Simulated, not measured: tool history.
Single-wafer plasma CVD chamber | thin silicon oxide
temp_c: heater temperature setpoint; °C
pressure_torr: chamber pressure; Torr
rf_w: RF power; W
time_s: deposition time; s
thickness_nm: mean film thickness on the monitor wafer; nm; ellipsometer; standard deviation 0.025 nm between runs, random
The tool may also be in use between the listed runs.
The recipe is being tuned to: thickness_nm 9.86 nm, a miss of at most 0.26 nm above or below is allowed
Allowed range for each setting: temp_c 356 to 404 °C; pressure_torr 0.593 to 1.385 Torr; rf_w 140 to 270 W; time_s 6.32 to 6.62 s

Run 1, hour 0: temp_c 380 °C, pressure_torr 0.989 Torr, rf_w 205 W, time_s 6.62 s. Result: thickness_nm 13.603 nm.
Run 2, hour 5: temp_c 380 °C, pressure_torr 0.989 Torr, rf_w 205 W, time_s 6.62 s. Result: thickness_nm 13.701 nm.
Run 3, hour 11.5: temp_c 380 °C, pressure_torr 0.881 Torr, rf_w 200 W, time_s 6.6 s. Result: thickness_nm 12.661 nm.
Run 4, hour 14: temp_c 380 °C, pressure_torr 0.805 Torr, rf_w 190 W, time_s 6.54 s. Result: thickness_nm 11.636 nm.
Run 5, hour 18.5: temp_c 380 °C, pressure_torr 0.748 Torr, rf_w 185 W, time_s 6.52 s. Result: thickness_nm 11.033 nm.
Run 6, hour 22.8: temp_c 380 °C, pressure_torr 0.748 Torr, rf_w 185 W, time_s 6.32 s. Result: thickness_nm 10.665 nm.
Run 7, hour 28.6: temp_c 380 °C, pressure_torr 0.748 Torr, rf_w 185 W, time_s 6.32 s. Result: thickness_nm 10.644 nm.
Run 8, hour 33.5: temp_c 380 °C, pressure_torr 0.718 Torr, rf_w 185 W, time_s 6.32 s. Result: thickness_nm 10.464 nm.
Run 9, hour 36.3: temp_c 380 °C, pressure_torr 0.695 Torr, rf_w 185 W, time_s 6.32 s. Result: thickness_nm 10.288 nm.

Below are 5 possible settings for the next run. Only one of them brings all results inside the allowed miss of their targets. Which is it?
Run A, hour 39.1: temp_c 385 °C, pressure_torr 0.706 Torr, rf_w 205 W, time_s 6.51 s. Result: thickness_nm ?.
Run B, hour 39.1: temp_c 377 °C, pressure_torr 0.634 Torr, rf_w 180 W, time_s 6.47 s. Result: thickness_nm ?.
Run C, hour 39.1: temp_c 378 °C, pressure_torr 0.731 Torr, rf_w 180 W, time_s 6.32 s. Result: thickness_nm ?.
Run D, hour 39.1: temp_c 368 °C, pressure_torr 0.639 Torr, rf_w 165 W, time_s 6.37 s. Result: thickness_nm ?.
Run E, hour 39.1: temp_c 374 °C, pressure_torr 0.625 Torr, rf_w 165 W, time_s 6.32 s. Result: thickness_nm ?.

move  thickness_nm
   A        11.104
   B        9.8215
   C        10.406
   D        9.3848
   E        9.1463
A: further off than the last run
B: in spec on every target
C: further off than the last run
D: takes the result that was furthest off past its target
E: takes the result that was furthest off past its target
The move that meets every target is B.
